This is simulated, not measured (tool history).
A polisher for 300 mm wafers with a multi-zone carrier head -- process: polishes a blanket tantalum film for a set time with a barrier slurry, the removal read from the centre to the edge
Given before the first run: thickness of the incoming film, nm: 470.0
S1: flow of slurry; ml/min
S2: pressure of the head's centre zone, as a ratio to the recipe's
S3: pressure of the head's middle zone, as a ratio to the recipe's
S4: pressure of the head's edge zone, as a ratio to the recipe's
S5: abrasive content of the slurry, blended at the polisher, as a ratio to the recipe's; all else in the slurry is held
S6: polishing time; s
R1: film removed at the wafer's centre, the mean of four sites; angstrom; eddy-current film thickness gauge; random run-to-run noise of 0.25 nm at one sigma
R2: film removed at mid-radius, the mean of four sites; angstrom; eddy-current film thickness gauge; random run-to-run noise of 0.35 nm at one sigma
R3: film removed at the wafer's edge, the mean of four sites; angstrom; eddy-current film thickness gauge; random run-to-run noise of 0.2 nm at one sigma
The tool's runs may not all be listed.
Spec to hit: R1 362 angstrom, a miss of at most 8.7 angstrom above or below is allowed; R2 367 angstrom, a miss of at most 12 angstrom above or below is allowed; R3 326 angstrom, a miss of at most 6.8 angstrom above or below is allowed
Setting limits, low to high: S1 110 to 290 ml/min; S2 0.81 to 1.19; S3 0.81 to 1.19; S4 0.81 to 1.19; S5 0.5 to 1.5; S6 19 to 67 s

run 1 hour=0 | S1=185 S2=1 S3=1 S4=1 S5=1 S6=43 | R1=416.9 R2=417.77 R3=413.9
run 2 hour=7.5 | S1=175 S2=1 S3=1.01 S4=0.96 S5=0.9 S6=43 | R1=392.25 R2=400.72 R3=382.43
run 3 hour=16.1 | S1=165 S2=1 S3=1.01 S4=0.92 S5=0.9 S6=43 | R1=388.22 R2=398.25 R3=374.58
run 4 hour=20.1 | S1=165 S2=1 S3=1.01 S4=0.85 S5=0.9 S6=43 | R1=384.87 R2=394.34 R3=360.4
run 5 hour=21.3 | S1=155 S2=1.01 S3=1.01 S4=0.84 S5=0.85 S6=43 | R1=371.66 R2=384.66 R3=346.85
run 6 hour=25.5 | S1=130 S2=1.01 S3=1.01 S4=0.84 S5=0.85 S6=43 | R1=354.56 R2=366.43 R3=340.53
run 7 hour=29.6 | S1=130 S2=1.02 S3=1.01 S4=0.83 S5=0.85 S6=43 | R1=360.21 R2=367.45 R3=336.34
run 8 hour=31.5 | S1=130 S2=1.03 S3=1.01 S4=0.83 S5=0.85 S6=43 | R1=364.96 R2=370.54 R3=337.43

Next run, 5 choices. One meets every target within its allowed miss, the rest don't. Which?
run A hour=33.4 | S1=120 S2=1.06 S3=1.05 S4=0.81 S5=0.6 S6=53 | R1=? R2=? R3=?
run B hour=33.4 | S1=165 S2=1.08 S3=1.02 S4=0.81 S5=0.95 S6=38 | R1=? R2=? R3=?
run C hour=33.4 | S1=190 S2=0.98 S3=1.01 S4=0.89 S5=0.9 S6=40 | R1=? R2=? R3=?
run D hour=33.4 | S1=150 S2=1.01 S3=1.02 S4=0.86 S5=0.65 S6=49 | R1=? R2=? R3=?
run E hour=33.4 | S1=140 S2=1.1 S3=1.16 S4=0.81 S5=0.8 S6=41 | R1=? R2=? R3=?

move=A R1=361.16 R2=369.78 R3=325.21
move=B R1=375.83 R2=365.68 R3=321.84
move=C R1=361.08 R2=383.1 R3=349.99
move=D R1=360.55 R2=376.04 R3=340.51
move=E R1=366.62 R2=388.77 R3=311.98
A: every result lands within tolerance
B: brings the result that was furthest off to its target, and leaves another outside
C: lands further from the targets than the last run did
D: lands further from the targets than the last run did
E: the result that was furthest off in the last run now lies on the other side of its target
So the answer is move A, the one that meets all the targets.
